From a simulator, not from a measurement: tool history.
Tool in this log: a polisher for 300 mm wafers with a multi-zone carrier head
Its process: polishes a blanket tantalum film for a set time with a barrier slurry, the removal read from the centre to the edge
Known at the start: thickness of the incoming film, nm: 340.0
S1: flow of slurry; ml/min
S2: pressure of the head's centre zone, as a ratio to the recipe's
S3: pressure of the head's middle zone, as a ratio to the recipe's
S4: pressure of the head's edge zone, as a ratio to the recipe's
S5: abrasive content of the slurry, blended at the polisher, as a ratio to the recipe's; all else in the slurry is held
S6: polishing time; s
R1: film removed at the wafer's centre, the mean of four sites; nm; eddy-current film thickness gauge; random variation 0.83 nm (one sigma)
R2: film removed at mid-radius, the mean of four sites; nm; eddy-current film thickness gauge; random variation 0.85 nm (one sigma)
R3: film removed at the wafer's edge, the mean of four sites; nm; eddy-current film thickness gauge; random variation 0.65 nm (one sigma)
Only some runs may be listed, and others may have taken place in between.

run 1 day=0 | S1=140 S2=1 S3=1 S4=1 S5=1 S6=52 | R1=75.766 R2=75.865 R3=71.76
run 2 day=0.233 | S1=140 S2=1.07 S3=1 S4=1 S5=1 S6=52 | R1=79.414 R2=75.45 R3=72.14
run 3 day=0.3 | S1=150 S2=1.07 S3=1.03 S4=1.02 S5=1.05 S6=52 | R1=83.209 R2=77.841 R3=74.321
run 4 day=0.583 | S1=155 S2=1.04 S3=1.05 S4=1.02 S5=1.1 S6=53 | R1=84.085 R2=83.281 R3=75.696
run 5 day=0.808 | S1=155 S2=1.04 S3=1.05 S4=1.1 S5=1.1 S6=53 | R1=84.305 R2=82.741 R3=79.798
run 6 day=1.029 | S1=155 S2=1.04 S3=1.05 S4=1.1 S5=1.25 S6=53 | R1=87.206 R2=86.298 R3=82.189
run 7 day=1.079 | S1=160 S2=1.03 S3=1.07 S4=1.11 S5=1.3 S6=54 | R1=89.879 R2=89.306 R3=85.241
run 8 day=1.208 | S1=165 S2=1.02 S3=1.09 S4=1.11 S5=1.35 S6=55 | R1=91.377 R2=94.42 R3=88.35
run 9 day=1.508 | S1=205 S2=1.03 S3=1.19 S4=1.12 S5=1.5 S6=56 | R1=98.041 R2=107.12 R3=93.71
run 10 day=1.538 | S1=205 S2=1.02 S3=1.19 S4=1.11 S5=1.5 S6=57 | R1=99.596 R2=107.62 R3=95.653
run 11 day=1.567 | S1=205 S2=1.02 S3=1.19 S4=1.11 S5=1.5 S6=57 | R1=100.23 R2=109.8 R3=94.552
-- day=1.771 edge zone pressure recalibrated
run 12 day=1.771 | S1=205 S2=1.01 S3=1.19 S4=1.11 S5=1.5 S6=57 | R1=99.512 R2=108.64 R3=97.717

Expected results for the next run?
run 13 day=1.9 | S1=195 S2=1.01 S3=1.19 S4=1.09 S5=1.5 S6=58 | R1=? R2=? R3=?

Logged for run 13: R1 101.83 nm, R2 109.58 nm, R3 100.35 nm.

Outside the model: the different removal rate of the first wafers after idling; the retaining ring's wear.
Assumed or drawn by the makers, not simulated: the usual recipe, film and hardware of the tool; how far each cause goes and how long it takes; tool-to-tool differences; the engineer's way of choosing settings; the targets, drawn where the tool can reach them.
